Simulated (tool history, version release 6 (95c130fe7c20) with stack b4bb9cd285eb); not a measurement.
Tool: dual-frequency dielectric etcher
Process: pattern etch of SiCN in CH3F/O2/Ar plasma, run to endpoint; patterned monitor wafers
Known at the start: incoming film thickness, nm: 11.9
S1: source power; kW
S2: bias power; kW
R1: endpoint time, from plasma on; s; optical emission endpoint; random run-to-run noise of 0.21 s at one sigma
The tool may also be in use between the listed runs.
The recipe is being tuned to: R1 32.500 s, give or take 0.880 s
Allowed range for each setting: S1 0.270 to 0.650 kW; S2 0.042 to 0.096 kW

run  hour     S1     S2      R1
  1   0.0  0.460  0.069  27.584
  2   6.8  0.460  0.079  26.951
  3  13.5  0.390  0.079  27.920
  4  16.7  0.470  0.079  26.620
  5  24.0  0.540  0.079  25.391
  6  29.1  0.600  0.079  24.113
  7  34.1  0.510  0.072  26.465
  8  41.4  0.450  0.067  27.977
  9  42.0  0.400  0.063  29.531
 10  43.2  0.370  0.061  30.357
     48.7  -- bias power generator calibrated
 11  48.7  0.350  0.060  31.018
 12  54.2  0.340  0.059  30.832

Pick the move, out of 5, that brings all results within their allowed miss; only one does.
  A  59.7  0.350  0.065   ?
  B  59.7  0.300  0.057   ?
  C  59.7  0.340  0.062   ?
  D  59.7  0.390  0.055   ?
  E  59.7  0.370  0.061   ?

move      R1
   A  30.185
   B  32.605
   C  30.790
   D  30.262
   E  30.092
A: its largest miss is bigger than the last run's
B: every result lands within tolerance
C: just as far off the targets as the last run
D: its largest miss is bigger than the last run's
E: its largest miss is bigger than the last run's
Correct choice: B, which meets every target
